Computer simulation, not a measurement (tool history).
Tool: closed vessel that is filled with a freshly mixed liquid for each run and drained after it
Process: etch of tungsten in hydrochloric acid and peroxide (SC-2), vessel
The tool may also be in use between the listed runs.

run  hour  temperature setpoint of the liquid (C)  parts of water to one part each of 37 % hydrochloric acid and 30 % peroxide (parts by volume)  time in the liquid (s)  thickness taken off the tungsten on a monitor wafer (angstrom)
  1   0.0                                    55.0                                                                                            8.5                     195                                                          774.44
  2   4.4                                    52.0                                                                                            8.5                     195                                                          641.74
  3  13.4                                    52.0                                                                                            8.5                     210                                                          688.30
  4  17.5                                    49.5                                                                                            8.5                     210                                                          583.96
  5  22.4                                    48.0                                                                                            8.5                     210                                                          522.87
  6  26.3                                    47.0                                                                                            8.5                     210                                                          490.16
  7  28.4                                    46.5                                                                                            8.5                     210                                                          476.07

Run 8 comes next. What will it give?
  8  32.0                                    46.0                                                                                            8.5                     210                                                               ?

{"run 8": {"thickness taken off the tungsten on a monitor wafer (angstrom)": 458.0}}

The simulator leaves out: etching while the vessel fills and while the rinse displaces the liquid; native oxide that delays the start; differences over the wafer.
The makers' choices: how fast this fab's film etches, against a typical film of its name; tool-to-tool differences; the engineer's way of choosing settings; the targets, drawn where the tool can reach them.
